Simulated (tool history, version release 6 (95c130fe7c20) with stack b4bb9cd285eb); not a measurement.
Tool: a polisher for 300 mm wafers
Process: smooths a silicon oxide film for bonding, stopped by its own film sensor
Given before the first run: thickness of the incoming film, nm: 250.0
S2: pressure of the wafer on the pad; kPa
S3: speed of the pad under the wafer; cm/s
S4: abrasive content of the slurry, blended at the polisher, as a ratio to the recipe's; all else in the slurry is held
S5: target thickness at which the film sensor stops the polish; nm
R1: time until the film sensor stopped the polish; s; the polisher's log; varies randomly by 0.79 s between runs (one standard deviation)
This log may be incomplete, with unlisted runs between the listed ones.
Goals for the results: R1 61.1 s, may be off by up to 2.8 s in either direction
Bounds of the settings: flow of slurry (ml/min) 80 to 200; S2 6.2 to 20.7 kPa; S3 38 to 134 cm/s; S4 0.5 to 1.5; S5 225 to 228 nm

Run 1, day 0: flow of slurry (ml/min) 130, S2 13.1 kPa, S3 86 cm/s, S4 1, S5 225 nm. Result: R1 44.372 s.
Run 2, day 0.192: flow of slurry (ml/min) 130, S2 13.1 kPa, S3 86 cm/s, S4 1, S5 228 nm. Result: R1 39.493 s.
Run 3, day 0.275: flow of slurry (ml/min) 130, S2 12.4 kPa, S3 86 cm/s, S4 1, S5 228 nm. Result: R1 40.726 s.
Run 4, day 0.521: flow of slurry (ml/min) 130, S2 12.4 kPa, S3 86 cm/s, S4 1, S5 228 nm. Result: R1 40.946 s.
Run 5, day 0.862: flow of slurry (ml/min) 160, S2 12.4 kPa, S3 86 cm/s, S4 1, S5 228 nm. Result: R1 40.075 s.
Run 6, day 1.075: flow of slurry (ml/min) 160, S2 12.4 kPa, S3 86 cm/s, S4 0.85, S5 228 nm. Result: R1 41.518 s.
Run 7, day 1.304: flow of slurry (ml/min) 160, S2 11.7 kPa, S3 86 cm/s, S4 0.85, S5 228 nm. Result: R1 44.588 s.
Run 8, day 1.458: flow of slurry (ml/min) 160, S2 11 kPa, S3 86 cm/s, S4 0.85, S5 228 nm. Result: R1 46.701 s.
Run 9, day 1.688: flow of slurry (ml/min) 160, S2 10.3 kPa, S3 86 cm/s, S4 0.85, S5 228 nm. Result: R1 50.138 s.
Run 10, day 1.979: flow of slurry (ml/min) 160, S2 9.7 kPa, S3 86 cm/s, S4 0.85, S5 228 nm. Result: R1 53.334 s.

Pick the move, out of 4, that brings all results within their allowed miss; only one does.
Run A, day 2.271: flow of slurry (ml/min) 140, S2 8.3 kPa, S3 90 cm/s, S4 0.75, S5 227 nm. Result: R1 ?.
Run B, day 2.271: flow of slurry (ml/min) 165, S2 9 kPa, S3 78 cm/s, S4 0.9, S5 225 nm. Result: R1 ?.
Run C, day 2.271: flow of slurry (ml/min) 175, S2 9 kPa, S3 88 cm/s, S4 0.85, S5 226 nm. Result: R1 ?.
Run D, day 2.271: flow of slurry (ml/min) 160, S2 11.7 kPa, S3 86 cm/s, S4 0.8, S5 228 nm. Result: R1 ?.

move      R1
   A  68.914
   B   70.23
   C  62.058
   D  46.533
A: the result that was furthest off in the last run now lies on the other side of its target
B: the result that was furthest off in the last run now lies on the other side of its target
C: in spec on every target
D: lands further from the targets than the last run did
C meets every target.
